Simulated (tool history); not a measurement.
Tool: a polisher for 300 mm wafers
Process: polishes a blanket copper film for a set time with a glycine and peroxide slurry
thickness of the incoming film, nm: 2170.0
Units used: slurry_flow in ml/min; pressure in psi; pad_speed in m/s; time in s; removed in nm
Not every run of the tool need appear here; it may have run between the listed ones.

run,hour,slurry_flow,pressure,pad_speed,time,removed
1,0.0,195,2.5,0.88,53,182.30
2,5.8,195,2.5,0.88,47,161.53
3,10.4,190,2.4,0.88,47,156.08
4,13.3,190,2.4,1.06,47,180.18
5,22.1,190,2.4,1.06,53,205.37
6,27.4,190,2.4,0.90,53,179.74
7,31.1,190,2.2,0.90,53,165.43
8,32.3,190,2.2,0.90,53,168.36

Estimate the outcome of run 9 from the log above:
9,39.0,170,1.7,0.90,53,?

removed: 135.27 nm
